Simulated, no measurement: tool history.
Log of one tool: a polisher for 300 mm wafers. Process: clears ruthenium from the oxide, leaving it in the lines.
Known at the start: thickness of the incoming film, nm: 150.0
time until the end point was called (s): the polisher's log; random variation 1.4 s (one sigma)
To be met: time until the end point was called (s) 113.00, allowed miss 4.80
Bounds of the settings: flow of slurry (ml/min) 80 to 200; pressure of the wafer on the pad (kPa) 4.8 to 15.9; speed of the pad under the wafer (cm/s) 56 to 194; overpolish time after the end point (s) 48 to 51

| run | hour | flow of slurry (ml/min) | pressure of the wafer on the pad (kPa) | speed of the pad under the wafer (cm/s) | overpolish time after the end point (s) | time until the end point was called (s) |
|---|---|---|---|---|---|---|
| 1 | 0.0 | 130 | 10.3 | 124 | 48 | 140.21 |
| 2 | 0.7 | 130 | 11.7 | 124 | 48 | 131.45 |
| 3 | 7.4 | 135 | 12.4 | 124 | 48 | 122.80 |
| 4 | 10.3 | 120 | 12.4 | 124 | 48 | 127.53 |
| 5 | 17.2 | 130 | 12.4 | 124 | 48 | 122.79 |
| 6 | 19.0 | 115 | 12.4 | 124 | 48 | 128.19 |
| 7 | 25.7 | 125 | 12.4 | 124 | 48 | 124.10 |
| 8 | 31.2 | 130 | 12.4 | 124 | 48 | 121.45 |
| 9 | 39.6 | 135 | 12.4 | 124 | 48 | 123.26 |
| 10 | 47.1 | 140 | 12.4 | 124 | 48 | 121.06 |
| 11 | 52.0 | 145 | 12.4 | 124 | 48 | 121.41 |

Which of these 4 next moves meets every target?
| A | 56.9 | 150 | 11.0 | 126 | 48 | ? |
| B | 56.9 | 115 | 11.0 | 138 | 51 | ? |
| C | 56.9 | 125 | 12.4 | 136 | 48 | ? |
| D | 56.9 | 145 | 12.4 | 142 | 51 | ? |

| move | time until the end point was called (s) |
|---|---|
| A | 129.94 |
| B | 125.91 |
| C | 114.13 |
| D | 106.11 |
A: further off than the last run
B: further off than the last run
C: meets every target
D: takes the result that was furthest off past its target
Move C is the one to make.
